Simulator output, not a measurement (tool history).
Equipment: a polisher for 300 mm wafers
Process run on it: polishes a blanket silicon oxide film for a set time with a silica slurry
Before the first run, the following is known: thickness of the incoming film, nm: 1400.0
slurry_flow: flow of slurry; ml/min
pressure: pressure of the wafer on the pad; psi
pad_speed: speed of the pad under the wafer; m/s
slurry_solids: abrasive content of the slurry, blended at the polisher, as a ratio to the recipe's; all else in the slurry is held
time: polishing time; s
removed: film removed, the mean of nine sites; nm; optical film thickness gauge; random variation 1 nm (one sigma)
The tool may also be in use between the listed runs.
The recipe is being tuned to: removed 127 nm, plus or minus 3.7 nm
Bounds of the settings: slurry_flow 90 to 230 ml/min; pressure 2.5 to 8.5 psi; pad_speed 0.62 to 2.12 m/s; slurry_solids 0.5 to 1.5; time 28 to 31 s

run 1 hour=0 | slurry_flow=150 pressure=5.5 pad_speed=1.36 slurry_solids=1 time=31 | removed=179.53
run 2 hour=6.6 | slurry_flow=145 pressure=5 pad_speed=1.36 slurry_solids=1 time=31 | removed=165.13
run 3 hour=10.1 | slurry_flow=140 pressure=4.6 pad_speed=1.36 slurry_solids=1 time=31 | removed=148.68
run 4 hour=14.3 | slurry_flow=130 pressure=4.4 pad_speed=1.36 slurry_solids=1 time=31 | removed=143.87
run 5 hour=21.2 | slurry_flow=130 pressure=4.4 pad_speed=1.36 slurry_solids=1.2 time=31 | removed=157.24
run 6 hour=29.6 | slurry_flow=125 pressure=4.1 pad_speed=1.36 slurry_solids=1.2 time=31 | removed=146.36
run 7 hour=36.1 | slurry_flow=120 pressure=3.9 pad_speed=1.36 slurry_solids=1.2 time=31 | removed=138.98
run 8 hour=43.1 | slurry_flow=115 pressure=3.8 pad_speed=1.36 slurry_solids=1.2 time=31 | removed=135.78

Consider the 5 candidate settings below. Which is the only one whose results all fall within their allowed miss of target?
run A hour=50.1 | slurry_flow=95 pressure=3.3 pad_speed=1.44 slurry_solids=1.35 time=31 | removed=?
run B hour=50.1 | slurry_flow=115 pressure=4 pad_speed=1.68 slurry_solids=0.95 time=31 | removed=?
run C hour=50.1 | slurry_flow=100 pressure=4.8 pad_speed=1.26 slurry_solids=1.25 time=28 | removed=?
run D hour=50.1 | slurry_flow=115 pressure=3.7 pad_speed=1.58 slurry_solids=1.1 time=31 | removed=?
run E hour=50.1 | slurry_flow=125 pressure=3.1 pad_speed=1.62 slurry_solids=1.05 time=31 | removed=?

move=A removed=125.63
move=B removed=147.84
move=C removed=142.52
move=D removed=141.87
move=E removed=121.03
A: all results in spec
B: misses by more than the last run did
C: misses by more than the last run did
D: misses by more than the last run did
E: takes the biggest miss from the last run beyond its target
A meets every target.
